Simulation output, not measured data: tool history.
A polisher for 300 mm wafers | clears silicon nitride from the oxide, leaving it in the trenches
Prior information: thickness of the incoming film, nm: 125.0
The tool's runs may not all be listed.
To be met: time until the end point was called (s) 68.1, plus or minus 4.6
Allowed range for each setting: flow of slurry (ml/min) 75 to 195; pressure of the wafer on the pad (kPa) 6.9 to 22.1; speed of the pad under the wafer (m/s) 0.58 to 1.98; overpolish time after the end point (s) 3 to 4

run	hour	flow of slurry (ml/min)	pressure of the wafer on the pad (kPa)	speed of the pad under the wafer (m/s)	overpolish time after the end point (s)	time until the end point was called (s)
1	0	125	14.5	1.28	4	117.99
2	2.3	125	15.9	1.3	4	108.55
3	6.7	155	15.9	1.3	4	97.874
4	7.8	140	15.9	1.3	4	103.76
5	16.5	145	17.2	1.32	4	91.799
6	18.4	150	17.9	1.34	4	87.021
7	22	155	18.6	1.36	4	84.251
8	23.8	155	19.3	1.38	4	79.757
9	24.3	155	20	1.4	4	77.74

Exactly one of the 4 candidate moves below puts every result within its allowed miss. Which one?
A	24.8	165	17.9	1.14	3	?
B	24.8	170	18.6	1.68	3	?
C	24.8	170	19.3	1.22	4	?
D	24.8	130	19.3	1.18	3	?

move	time until the end point was called (s)
A	99.903
B	68.799
C	87.389
D	94.493
A: the biggest miss grows against the last run
B: meets every target
C: the biggest miss grows against the last run
D: the biggest miss grows against the last run
Go with B: it meets all targets.
